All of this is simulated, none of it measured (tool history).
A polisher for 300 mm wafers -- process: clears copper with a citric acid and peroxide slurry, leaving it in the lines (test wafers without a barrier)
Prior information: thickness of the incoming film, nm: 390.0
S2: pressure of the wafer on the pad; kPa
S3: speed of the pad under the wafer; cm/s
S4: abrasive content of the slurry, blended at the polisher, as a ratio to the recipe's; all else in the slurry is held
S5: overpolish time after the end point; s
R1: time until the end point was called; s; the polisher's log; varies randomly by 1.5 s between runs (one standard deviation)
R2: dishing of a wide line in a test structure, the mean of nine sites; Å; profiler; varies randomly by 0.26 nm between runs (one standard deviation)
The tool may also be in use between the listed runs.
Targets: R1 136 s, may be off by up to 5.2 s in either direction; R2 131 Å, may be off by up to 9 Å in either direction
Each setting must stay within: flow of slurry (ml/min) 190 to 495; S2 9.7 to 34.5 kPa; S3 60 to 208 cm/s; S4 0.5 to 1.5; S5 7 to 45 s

Run 1, hour 0: flow of slurry (ml/min) 320, S2 22.1 kPa, S3 134 cm/s, S4 1, S5 23 s. Result: R1 111.89 s, R2 429.82 Å.
Run 2, hour 5.5: flow of slurry (ml/min) 320, S2 22.1 kPa, S3 108 cm/s, S4 1, S5 23 s. Result: R1 140.19 s, R2 386.56 Å.
Run 3, hour 10.2: flow of slurry (ml/min) 320, S2 19.3 kPa, S3 108 cm/s, S4 1, S5 23 s. Result: R1 152.11 s, R2 345.77 Å.
Run 4, hour 12.1: flow of slurry (ml/min) 350, S2 19.3 kPa, S3 108 cm/s, S4 1, S5 23 s. Result: R1 153.54 s, R2 342.39 Å.
Run 5, hour 13: flow of slurry (ml/min) 370, S2 17.9 kPa, S3 118 cm/s, S4 0.95, S5 21 s. Result: R1 148.1 s, R2 315.75 Å.
Run 6, hour 19.7: flow of slurry (ml/min) 370, S2 17.9 kPa, S3 118 cm/s, S4 0.95, S5 16 s. Result: R1 150.34 s, R2 256.85 Å.
Run 7, hour 27.5: flow of slurry (ml/min) 390, S2 16.5 kPa, S3 126 cm/s, S4 0.9, S5 15 s. Result: R1 152.21 s, R2 239.93 Å.
Run 8, hour 29.9: flow of slurry (ml/min) 405, S2 15.9 kPa, S3 134 cm/s, S4 0.85, S5 14 s. Result: R1 149.79 s, R2 226.82 Å.
Run 9, hour 32.8: flow of slurry (ml/min) 420, S2 15.2 kPa, S3 142 cm/s, S4 0.8, S5 13 s. Result: R1 145.29 s, R2 212.32 Å.
Run 10, hour 36: flow of slurry (ml/min) 430, S2 14.5 kPa, S3 148 cm/s, S4 0.75, S5 12 s. Result: R1 147.22 s, R2 201.45 Å.
Run 11, hour 37.3: flow of slurry (ml/min) 440, S2 13.8 kPa, S3 154 cm/s, S4 0.7, S5 11 s. Result: R1 151.47 s, R2 189.88 Å.
Run 12, hour 39.3: flow of slurry (ml/min) 450, S2 13.1 kPa, S3 160 cm/s, S4 0.65, S5 10 s. Result: R1 149.42 s, R2 162.95 Å.
Run 13, hour 40.4: flow of slurry (ml/min) 495, S2 13.1 kPa, S3 178 cm/s, S4 0.5, S5 7 s. Result: R1 144.99 s, R2 128.85 Å.

Of the 4 settings listed for the next run, only one would bring every result within its allowed miss of target. Which one?
Run A, hour 41.5: flow of slurry (ml/min) 485, S2 13.8 kPa, S3 176 cm/s, S4 0.5, S5 7 s. Result: R1 ?, R2 ?.
Run B, hour 41.5: flow of slurry (ml/min) 495, S2 13.8 kPa, S3 196 cm/s, S4 0.6, S5 7 s. Result: R1 ?, R2 ?.
Run C, hour 41.5: flow of slurry (ml/min) 495, S2 11 kPa, S3 190 cm/s, S4 0.5, S5 7 s. Result: R1 ?, R2 ?.
Run D, hour 41.5: flow of slurry (ml/min) 495, S2 11.7 kPa, S3 180 cm/s, S4 0.5, S5 7 s. Result: R1 ?, R2 ?.

move      R1      R2
   A  137.25  126.33
   B  119.84  143.51
   C  150.28  115.53
   D  151.52  114.75
A: hits every target within its allowed miss
B: the result that was furthest off in the last run now lies on the other side of its target
C: the biggest miss grows against the last run
D: the biggest miss grows against the last run
Answer: A
